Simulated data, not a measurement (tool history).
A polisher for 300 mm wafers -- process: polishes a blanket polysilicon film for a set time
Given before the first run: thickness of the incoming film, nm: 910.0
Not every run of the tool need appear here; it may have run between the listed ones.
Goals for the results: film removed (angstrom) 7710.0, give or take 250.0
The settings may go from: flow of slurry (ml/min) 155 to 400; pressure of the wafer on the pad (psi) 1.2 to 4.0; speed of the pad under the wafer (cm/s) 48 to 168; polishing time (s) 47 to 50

run,hour,flow of slurry (ml/min),pressure of the wafer on the pad (psi),speed of the pad under the wafer (cm/s),polishing time (s),film removed (angstrom)
1,0.0,255,2.6,108,47,4127.7
2,8.9,255,3.0,110,47,4565.8
3,15.3,320,3.0,110,47,4715.3
4,23.0,320,3.3,118,47,5412.3
5,30.4,320,3.5,124,47,5900.6
6,34.4,320,3.9,124,47,6492.1
7,42.9,320,3.9,130,47,6776.7
8,49.5,320,3.9,134,47,7125.2
9,56.4,320,3.9,136,47,7109.4
10,58.3,320,3.9,138,47,7208.2
11,60.3,320,3.9,140,47,7355.4

5 next moves are on the table. One of them brings every result within its allowed miss. Which?
A,62.3,325,4.0,126,49,?
B,62.3,320,3.4,146,48,?
C,62.3,280,4.0,162,47,?
D,62.3,305,3.6,164,50,?
E,62.3,350,4.0,136,49,?

move,film removed (angstrom)
A,7000.1
B,6925.8
C,8475.2
D,8432.5
E,7584.6
A: moves away from the targets compared with the last run
B: moves away from the targets compared with the last run
C: the result that was furthest off in the last run now lies on the other side of its target
D: the result that was furthest off in the last run now lies on the other side of its target
E: all results land within tolerance of their targets
The move that meets every target is E.
